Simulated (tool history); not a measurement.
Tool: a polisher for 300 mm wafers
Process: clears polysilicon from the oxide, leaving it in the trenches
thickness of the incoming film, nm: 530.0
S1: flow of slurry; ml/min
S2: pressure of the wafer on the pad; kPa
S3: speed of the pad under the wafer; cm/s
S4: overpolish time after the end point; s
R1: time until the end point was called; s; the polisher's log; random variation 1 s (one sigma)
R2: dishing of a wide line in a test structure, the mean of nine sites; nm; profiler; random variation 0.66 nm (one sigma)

| run | day | S1 | S2 | S3 | S4 | R1 | R2 |
|---|---|---|---|---|---|---|---|
| 1 | 0.000 | 220 | 22.8 | 84 | 18 | 37.919 | 61.664 |
| 2 | 0.325 | 220 | 21.4 | 84 | 19 | 40.687 | 59.850 |
| 3 | 0.592 | 220 | 21.4 | 80 | 21 | 42.261 | 60.859 |
| 4 | 0.788 | 220 | 20.7 | 80 | 23 | 43.867 | 61.226 |
| 5 | 1.050 | 270 | 20.7 | 80 | 23 | 42.244 | 61.350 |
| 6 | 1.200 | 270 | 20.0 | 80 | 24 | 44.171 | 60.980 |

The next listed run, before its measurement:
| 7 | 1.538 | 270 | 19.3 | 80 | 25 | ? | ? |

Run 7 gave R1 46.291 s, R2 59.793 nm.
